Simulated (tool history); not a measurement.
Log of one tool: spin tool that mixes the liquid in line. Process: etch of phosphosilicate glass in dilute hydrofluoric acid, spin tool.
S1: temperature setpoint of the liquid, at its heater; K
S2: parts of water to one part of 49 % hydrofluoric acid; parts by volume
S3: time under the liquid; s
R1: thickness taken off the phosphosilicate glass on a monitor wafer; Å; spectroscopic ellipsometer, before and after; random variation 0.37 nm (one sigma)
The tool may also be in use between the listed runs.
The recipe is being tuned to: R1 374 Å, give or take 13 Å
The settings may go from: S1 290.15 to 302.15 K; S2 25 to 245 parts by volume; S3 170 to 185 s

run,hour,S1,S2,S3,R1
1,0,294.15,135,170,787.53
2,8.7,294.15,135,170,788.85
3,9.9,294.15,155,170,682.69
4,12.8,290.65,155,170,582.67
5,13.9,292.65,155,170,622.94
6,22.4,292.15,165,170,571.99
7,27.2,291.65,175,170,516.38
8,30.4,291.15,185,170,483.74
9,33.1,291.15,195,170,450.3
10,35.9,291.15,195,170,448.64
11,41.5,291.15,200,170,440.59
12,43.7,291.15,205,170,420.44
13,49.9,291.15,210,170,413.18
14,50.9,290.65,215,170,389.02
15,56.5,290.15,215,170,386.42

4 next moves are on the table. One of them brings every result within its allowed miss. Which?
A,62.1,290.15,220,185,?
B,62.1,290.65,220,175,?
C,62.1,291.15,230,185,?
D,62.1,290.65,235,180,?

move,R1
A,411.69
B,397.18
C,405.83
D,377.32
A: further off than the last run
B: further off than the last run
C: further off than the last run
D: in spec on every target
D meets every target.
